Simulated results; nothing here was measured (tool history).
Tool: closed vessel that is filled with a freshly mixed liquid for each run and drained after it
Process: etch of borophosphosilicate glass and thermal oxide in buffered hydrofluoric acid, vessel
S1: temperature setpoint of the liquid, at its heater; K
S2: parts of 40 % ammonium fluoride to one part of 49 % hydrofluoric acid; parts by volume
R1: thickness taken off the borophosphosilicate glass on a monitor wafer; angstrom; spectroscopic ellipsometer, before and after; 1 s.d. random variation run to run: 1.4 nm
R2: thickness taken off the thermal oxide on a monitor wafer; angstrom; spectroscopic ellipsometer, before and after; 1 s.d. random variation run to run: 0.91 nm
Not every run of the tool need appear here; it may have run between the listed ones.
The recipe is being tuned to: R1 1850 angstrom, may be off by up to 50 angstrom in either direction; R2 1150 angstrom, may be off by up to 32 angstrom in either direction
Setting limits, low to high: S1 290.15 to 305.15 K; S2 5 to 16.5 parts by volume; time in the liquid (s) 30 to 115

run 1 hour=0 | S1=297.15 S2=10 time_in_the_liquid_(s)=60 | R1=1078 R2=669.39
run 2 hour=2.6 | S1=299.65 S2=10 time_in_the_liquid_(s)=60 | R1=1248 R2=770.26
run 3 hour=3.8 | S1=299.65 S2=12 time_in_the_liquid_(s)=60 | R1=1032.2 R2=634.63
run 4 hour=5.7 | S1=301.15 S2=11 time_in_the_liquid_(s)=60 | R1=1221.5 R2=756.75
run 5 hour=8.4 | S1=301.15 S2=12.5 time_in_the_liquid_(s)=60 | R1=1072.5 R2=670
run 6 hour=10.7 | S1=301.15 S2=15 time_in_the_liquid_(s)=60 | R1=894.15 R2=561.33
run 7 hour=17.2 | S1=302.15 S2=13.5 time_in_the_liquid_(s)=60 | R1=1043.2 R2=649.33
run 8 hour=19 | S1=303.15 S2=12 time_in_the_liquid_(s)=60 | R1=1213.5 R2=778.99

Which one of the following 5 next-run settings gets every result inside its allowed miss? There is exactly one.
run A hour=20.8 | S1=302.65 S2=11.5 time_in_the_liquid_(s)=95 | R1=? R2=?
run B hour=20.8 | S1=300.65 S2=8 time_in_the_liquid_(s)=75 | R1=? R2=?
run C hour=20.8 | S1=305.15 S2=10.5 time_in_the_liquid_(s)=75 | R1=? R2=?
run D hour=20.8 | S1=303.65 S2=11.5 time_in_the_liquid_(s)=80 | R1=? R2=?
run E hour=20.8 | S1=303.15 S2=9 time_in_the_liquid_(s)=70 | R1=? R2=?

move=A R1=1993.1 R2=1221.3
move=B R1=1976.1 R2=1206.1
move=C R1=1957.7 R2=1200.3
move=D R1=1768 R2=1083.8
move=E R1=1848 R2=1130.7
A: pushes the last run's worst result past its target
B: pushes the last run's worst result past its target
C: pushes the last run's worst result past its target
D: nearer than the last run, and not there yet
E: each result inside its tolerance
The move that meets every target is E.
